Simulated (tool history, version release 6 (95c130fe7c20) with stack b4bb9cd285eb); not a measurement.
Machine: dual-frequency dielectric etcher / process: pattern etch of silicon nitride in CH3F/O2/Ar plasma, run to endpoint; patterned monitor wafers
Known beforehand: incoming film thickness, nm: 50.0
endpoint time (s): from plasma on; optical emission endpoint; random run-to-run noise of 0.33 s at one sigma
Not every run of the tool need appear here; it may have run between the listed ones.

| run | day | source power (kW) | bias power (kW) | endpoint time (s) |
|---|---|---|---|---|
| 1 | 0 | 0.3 | 0.092 | 73.536 |
| 2 | 0.154 | 0.33 | 0.095 | 70.727 |
| 3 | 0.346 | 0.35 | 0.099 | 67.455 |
| 4 | 0.55 | 0.29 | 0.099 | 72.147 |
| 5 | 0.708 | 0.32 | 0.102 | 69.534 |
| 6 | 1.017 | 0.34 | 0.104 | 67.454 |
| 7 | 1.083 | 0.36 | 0.106 | 65.102 |
| 8 | 1.35 | 0.36 | 0.106 | 65.331 |
| 9 | 1.604 | 0.37 | 0.107 | 64.067 |

Estimate the outcome of run 10 from the log above:
| 10 | 1.979 | 0.38 | 0.108 | ? |

endpoint time (s): 63.413

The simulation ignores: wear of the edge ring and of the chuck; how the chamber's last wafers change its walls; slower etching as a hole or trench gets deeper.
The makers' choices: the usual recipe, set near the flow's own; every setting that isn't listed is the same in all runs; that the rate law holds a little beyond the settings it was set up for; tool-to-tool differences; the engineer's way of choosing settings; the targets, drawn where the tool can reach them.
